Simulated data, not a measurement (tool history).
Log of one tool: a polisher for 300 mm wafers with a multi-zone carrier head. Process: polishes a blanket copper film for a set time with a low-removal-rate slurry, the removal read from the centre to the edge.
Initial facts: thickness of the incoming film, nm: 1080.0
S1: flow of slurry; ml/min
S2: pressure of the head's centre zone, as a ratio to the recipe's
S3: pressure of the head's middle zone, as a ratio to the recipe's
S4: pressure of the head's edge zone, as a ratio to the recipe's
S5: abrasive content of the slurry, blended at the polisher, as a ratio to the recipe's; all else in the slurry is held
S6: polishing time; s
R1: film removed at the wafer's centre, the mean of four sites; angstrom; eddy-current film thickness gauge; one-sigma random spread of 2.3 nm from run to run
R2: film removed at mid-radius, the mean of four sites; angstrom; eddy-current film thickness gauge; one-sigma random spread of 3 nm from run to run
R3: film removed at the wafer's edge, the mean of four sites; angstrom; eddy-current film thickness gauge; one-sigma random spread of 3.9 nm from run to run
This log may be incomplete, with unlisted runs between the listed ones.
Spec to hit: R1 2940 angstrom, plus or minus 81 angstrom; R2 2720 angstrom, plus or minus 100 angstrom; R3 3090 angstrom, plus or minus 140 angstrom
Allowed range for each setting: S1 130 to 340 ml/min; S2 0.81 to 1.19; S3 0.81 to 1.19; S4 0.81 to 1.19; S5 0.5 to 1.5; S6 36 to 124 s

run 1 hour=0 | S1=220 S2=1 S3=1 S4=1 S5=1 S6=79 | R1=2110.6 R2=2142.3 R3=2106.6
run 2 hour=2.1 | S1=220 S2=1.01 S3=0.99 S4=1.04 S5=1.1 S6=82 | R1=2277.3 R2=2274.3 R3=2369.7
run 3 hour=3.6 | S1=265 S2=1.01 S3=0.99 S4=1.04 S5=1.1 S6=82 | R1=2351.1 R2=2383.1 R3=2408
run 4 hour=7 | S1=265 S2=1.01 S3=0.99 S4=0.97 S5=1.1 S6=82 | R1=2347.8 R2=2304.5 R3=2312.7
run 5 hour=13.6 | S1=265 S2=1.01 S3=0.99 S4=1.03 S5=1.1 S6=82 | R1=2323.8 R2=2296 R3=2323.9
run 6 hour=16.5 | S1=265 S2=0.97 S3=0.99 S4=1.03 S5=1.1 S6=82 | R1=2221.1 R2=2317.8 R3=2370.2
run 7 hour=23.1 | S1=265 S2=0.99 S3=0.98 S4=1.06 S5=1.2 S6=83 | R1=2323.6 R2=2383.5 R3=2455.1
run 8 hour=27.2 | S1=265 S2=0.99 S3=0.98 S4=1.06 S5=1.2 S6=83 | R1=2384.5 R2=2401.2 R3=2436.3

Exactly one of the 5 candidate moves below puts every result within its allowed miss. Which one?
run A hour=31.3 | S1=315 S2=1.05 S3=1.18 S4=0.87 S5=1.3 S6=64 | R1=? R2=? R3=?
run B hour=31.3 | S1=255 S2=1 S3=0.89 S4=1.08 S5=1 S6=107 | R1=? R2=? R3=?
run C hour=31.3 | S1=195 S2=0.93 S3=0.81 S4=1.17 S5=1.05 S6=89 | R1=? R2=? R3=?
run D hour=31.3 | S1=255 S2=1.19 S3=1.07 S4=0.99 S5=1.5 S6=88 | R1=? R2=? R3=?
run E hour=31.3 | S1=240 S2=1.08 S3=1.01 S4=1.01 S5=1.25 S6=84 | R1=? R2=? R3=?

move=A R1=2039.1 R2=2228.4 R3=1832.5
move=B R1=2943.6 R2=2672.5 R3=3122
move=C R1=2214.8 R2=2012.4 R3=2672.3
move=D R1=3221.9 R2=2860.4 R3=2738.1
move=E R1=2634.2 R2=2459.6 R3=2501.8
A: the biggest miss grows against the last run
B: each result inside its tolerance
C: the biggest miss grows against the last run
D: takes the biggest miss from the last run beyond its target
E: moves toward the targets from the last run without getting all of them in spec
Move B is the one to make.
